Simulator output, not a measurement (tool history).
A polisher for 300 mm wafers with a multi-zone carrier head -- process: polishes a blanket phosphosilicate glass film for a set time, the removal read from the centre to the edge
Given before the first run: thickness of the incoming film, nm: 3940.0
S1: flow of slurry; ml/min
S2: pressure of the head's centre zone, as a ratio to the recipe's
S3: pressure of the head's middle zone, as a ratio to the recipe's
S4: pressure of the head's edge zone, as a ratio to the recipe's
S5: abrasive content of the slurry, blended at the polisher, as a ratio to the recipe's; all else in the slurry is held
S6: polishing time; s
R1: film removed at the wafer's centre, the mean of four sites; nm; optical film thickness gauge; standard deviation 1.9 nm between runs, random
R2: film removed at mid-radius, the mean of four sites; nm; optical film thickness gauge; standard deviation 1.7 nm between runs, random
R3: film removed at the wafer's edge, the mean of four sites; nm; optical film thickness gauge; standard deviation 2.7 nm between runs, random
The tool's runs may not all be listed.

run	hour	S1	S2	S3	S4	S5	S6	R1	R2	R3
1	0.0	165	1.00	1.00	1.00	1.00	37	283.75	272.69	277.92
2	3.0	165	1.00	1.00	1.00	1.00	32	242.15	232.72	235.11
3	8.1	165	0.95	1.00	1.00	1.00	32	233.80	236.97	239.73
4	15.0	165	0.95	0.93	1.00	1.00	32	235.29	217.05	237.79
5	19.7	165	0.95	0.93	1.00	1.00	40	294.78	274.17	291.66
6	24.7	165	0.95	0.93	1.07	1.00	40	291.63	273.03	309.79
7	31.2	115	0.85	0.98	0.97	0.75	40	232.75	241.10	251.14
8	39.5	115	0.84	0.99	0.95	0.75	40	232.44	243.97	251.13
9	40.6	115	0.84	1.00	0.93	0.70	40	226.98	242.04	238.98

Run 10 has not been measured yet. What should we expect?
10	44.4	115	0.83	1.01	0.92	0.70	40	?	?	?

{"run 10": {"R1": 222.23, "R2": 240.15, "R3": 236.5}}
